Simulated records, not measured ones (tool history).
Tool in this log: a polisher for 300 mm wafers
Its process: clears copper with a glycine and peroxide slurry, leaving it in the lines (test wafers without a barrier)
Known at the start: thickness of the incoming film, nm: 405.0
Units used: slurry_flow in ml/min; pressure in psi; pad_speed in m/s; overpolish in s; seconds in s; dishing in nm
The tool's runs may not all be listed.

run  hour  slurry_flow  pressure  pad_speed  overpolish  seconds  dishing
  1   0.0          160       1.9       0.86          13   130.34   26.376
  2   8.4          160       1.9       0.86           9   129.97   19.679
  3   9.5          160       1.7       0.86           9   141.64   18.321
  4  13.3          160       1.7       0.86          13   144.04   25.570
  5  21.9          155       1.5       0.86          14   156.29   24.500
     26.2  -- slurry nozzle cleaned
  6  26.2          190       1.5       0.86          14   144.18   26.493
  7  31.5          175       1.4       0.86          15   150.50   26.942

The next listed run, before its measurement:
  8  40.5          160       0.9       0.72          21        ?        ?

seconds: 216.18 s
dishing: 26.833 nm
